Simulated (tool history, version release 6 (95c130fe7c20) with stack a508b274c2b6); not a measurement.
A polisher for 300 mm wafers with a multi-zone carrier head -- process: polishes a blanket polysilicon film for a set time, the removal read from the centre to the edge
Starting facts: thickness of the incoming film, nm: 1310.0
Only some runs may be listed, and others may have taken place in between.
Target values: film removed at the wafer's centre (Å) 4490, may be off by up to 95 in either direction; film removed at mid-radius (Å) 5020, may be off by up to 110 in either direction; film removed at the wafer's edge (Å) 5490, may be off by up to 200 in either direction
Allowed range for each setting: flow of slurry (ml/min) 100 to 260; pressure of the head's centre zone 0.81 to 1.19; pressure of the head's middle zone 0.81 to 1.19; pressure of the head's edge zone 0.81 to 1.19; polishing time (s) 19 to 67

run,hour,flow of slurry (ml/min),pressure of the head's centre zone,pressure of the head's middle zone,pressure of the head's edge zone,polishing time (s),film removed at the wafer's centre (Å),film removed at mid-radius (Å),film removed at the wafer's edge (Å)
1,0,165,1,1,1,43,4741.9,4611.6,4641.5
2,7,165,0.98,1,1.03,44,4720.9,4701.6,4802.3
3,14.5,165,0.98,0.94,1.03,44,4730.5,4414.1,4962.1
4,15.8,165,0.98,0.94,0.97,44,4749.7,4460.9,4652.7
5,16.7,165,0.98,0.94,0.97,39,4197.3,3902.5,4237.7
6,17.5,175,0.97,0.96,1.01,40,4312.2,4157.6,4434.9
7,23.6,185,0.95,0.97,1.04,41,4397.6,4392.3,4638.1
8,29.1,190,0.94,0.97,1.07,41,4368.8,4391.8,4589.8
9,37.4,185,0.92,0.97,1.09,42,4364.7,4412.4,4770
10,39.2,190,0.9,0.97,1.11,43,4412.4,4583.5,5009.6
11,47.3,195,0.89,0.97,1.12,43,4349.1,4620.1,5048.4
12,49,200,0.88,0.97,1.13,43,4338.2,4634.5,5059.8

Below are 5 possible settings for the next run. Only one of them brings all results inside the allowed miss of their targets. Which is it?
A,50.7,230,0.85,0.99,1.17,45,?,?,?
B,50.7,150,0.86,0.92,1.12,44,?,?,?
C,50.7,125,0.81,0.82,1.18,52,?,?,?
D,50.7,135,0.84,0.99,1.17,52,?,?,?
E,50.7,220,0.88,1.06,1.15,45,?,?,?

move,film removed at the wafer's centre (Å),film removed at mid-radius (Å),film removed at the wafer's edge (Å)
A,4489.9,5049.5,5441.2
B,4095,4318.4,4945.7
C,4333.1,4443.9,5815.9
D,4601.6,5298,5859.5
E,4621.2,5317.7,5367.4
A: all results in spec
B: misses by more than the last run did
C: misses by more than the last run did
D: takes the biggest miss from the last run beyond its target
E: takes the biggest miss from the last run beyond its target
A is the move that brings every result within its allowed miss.

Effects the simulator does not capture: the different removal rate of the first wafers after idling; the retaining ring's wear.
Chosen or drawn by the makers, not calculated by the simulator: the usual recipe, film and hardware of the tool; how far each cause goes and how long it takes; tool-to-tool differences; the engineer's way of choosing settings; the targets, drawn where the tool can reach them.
